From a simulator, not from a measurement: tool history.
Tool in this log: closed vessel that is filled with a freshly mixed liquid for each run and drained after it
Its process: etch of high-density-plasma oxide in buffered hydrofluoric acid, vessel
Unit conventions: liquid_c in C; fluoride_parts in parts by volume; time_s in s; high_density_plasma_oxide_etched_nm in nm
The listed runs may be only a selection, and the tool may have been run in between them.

| run | hour | liquid_c | fluoride_parts | time_s | high_density_plasma_oxide_etched_nm |
|---|---|---|---|---|---|
| 1 | 0.0 | 23.0 | 20 | 105 | 136.80 |
| 2 | 8.9 | 23.0 | 16 | 105 | 168.83 |
| 3 | 10.6 | 25.0 | 16 | 105 | 186.49 |
| 4 | 14.9 | 28.5 | 16 | 105 | 225.98 |
| 5 | 17.7 | 28.5 | 16 | 115 | 251.43 |
| 6 | 21.5 | 27.5 | 16 | 115 | 233.35 |

Run 7, settings as shown, results not yet in. Your forecast:
| 7 | 29.1 | 27.0 | 16 | 115 | ? |

Run 7 produced high_density_plasma_oxide_etched_nm 229.96 nm.

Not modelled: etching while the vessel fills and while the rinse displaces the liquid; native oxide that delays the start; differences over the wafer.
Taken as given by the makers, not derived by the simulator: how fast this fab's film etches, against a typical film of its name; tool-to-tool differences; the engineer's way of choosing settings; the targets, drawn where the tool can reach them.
